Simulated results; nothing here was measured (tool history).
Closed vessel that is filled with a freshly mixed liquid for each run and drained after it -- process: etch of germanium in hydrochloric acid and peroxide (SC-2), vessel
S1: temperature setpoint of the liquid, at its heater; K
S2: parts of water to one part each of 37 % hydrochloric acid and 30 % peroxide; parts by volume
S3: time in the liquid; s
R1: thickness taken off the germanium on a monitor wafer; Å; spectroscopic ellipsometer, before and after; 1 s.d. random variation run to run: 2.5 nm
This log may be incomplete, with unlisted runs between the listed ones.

| run | hour | S1 | S2 | S3 | R1 |
|---|---|---|---|---|---|
| 1 | 0.0 | 326.15 | 11.5 | 100 | 3645.6 |
| 2 | 6.1 | 326.15 | 11.5 | 105 | 3841.7 |
| 3 | 8.0 | 324.15 | 11.5 | 105 | 3658.7 |
| 4 | 11.8 | 322.65 | 11.5 | 105 | 3528.4 |
| 5 | 19.4 | 322.65 | 13.0 | 105 | 3422.2 |
| 6 | 26.0 | 322.65 | 10.5 | 105 | 3512.3 |
| 7 | 27.2 | 321.15 | 10.5 | 105 | 3353.4 |
| 8 | 33.3 | 320.15 | 10.5 | 105 | 3169.5 |
| 9 | 35.6 | 319.65 | 10.5 | 105 | 3198.7 |
|  | 43.2 | thermometer replaced |
| 10 | 43.2 | 318.65 | 10.5 | 105 | 2988.0 |
| 11 | 44.3 | 318.15 | 10.5 | 105 | 2932.0 |
| 12 | 50.3 | 317.65 | 10.5 | 105 | 2791.5 |

Run 13, settings as shown, results not yet in. Your forecast:
| 13 | 56.0 | 317.15 | 10.5 | 105 | ? |

{"run 13": {"R1": 2790.6}}

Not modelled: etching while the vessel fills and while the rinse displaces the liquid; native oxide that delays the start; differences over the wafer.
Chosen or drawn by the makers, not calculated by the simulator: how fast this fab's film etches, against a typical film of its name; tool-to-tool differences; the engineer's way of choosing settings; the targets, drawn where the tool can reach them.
